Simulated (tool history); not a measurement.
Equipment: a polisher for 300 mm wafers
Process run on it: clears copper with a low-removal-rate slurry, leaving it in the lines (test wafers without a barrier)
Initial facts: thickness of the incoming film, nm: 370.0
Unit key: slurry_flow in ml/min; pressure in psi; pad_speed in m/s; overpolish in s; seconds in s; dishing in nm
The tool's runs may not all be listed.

run	hour	slurry_flow	pressure	pad_speed	slurry_solids	overpolish	seconds	dishing
1	0.0	245	2.3	1.06	1.00	14	173.33	19.290
2	3.9	275	2.3	1.06	1.00	14	166.29	19.655
3	10.5	280	2.4	1.06	1.00	13	164.31	19.277
4	18.8	325	2.4	1.06	1.00	13	158.30	18.783
5	19.9	325	2.5	1.06	1.00	12	153.02	18.023
6	21.6	325	2.8	1.06	1.00	12	143.45	19.982
7	28.8	330	2.8	1.08	1.00	11	140.74	19.356
8	30.3	295	3.2	1.12	1.05	5	121.17	10.353

Run 9 is up next; what results do you expect?
9	36.6	300	3.2	1.12	1.05	5	?	?

seconds: 121.00 s
dishing: 10.386 nm
